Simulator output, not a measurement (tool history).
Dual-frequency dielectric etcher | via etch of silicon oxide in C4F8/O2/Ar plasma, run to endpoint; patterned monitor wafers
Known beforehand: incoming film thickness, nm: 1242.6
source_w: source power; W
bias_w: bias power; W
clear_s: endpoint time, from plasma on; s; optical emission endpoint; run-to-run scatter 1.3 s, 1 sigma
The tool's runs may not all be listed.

run	hour	source_w	bias_w	clear_s
1	0	2620	2419	210.55
2	1.1	2620	2850	202.75
3	7.6	2620	2689	206.75
4	15.8	2720	2722	199.13
5	23.9	3080	2722	192.7
6	31.5	3120	2740	191.06
7	37.2	3160	2754	189.42

For run 8, what comes out?
8	45.9	3190	2765	?

Run 8 came out at clear_s 188.13 s.

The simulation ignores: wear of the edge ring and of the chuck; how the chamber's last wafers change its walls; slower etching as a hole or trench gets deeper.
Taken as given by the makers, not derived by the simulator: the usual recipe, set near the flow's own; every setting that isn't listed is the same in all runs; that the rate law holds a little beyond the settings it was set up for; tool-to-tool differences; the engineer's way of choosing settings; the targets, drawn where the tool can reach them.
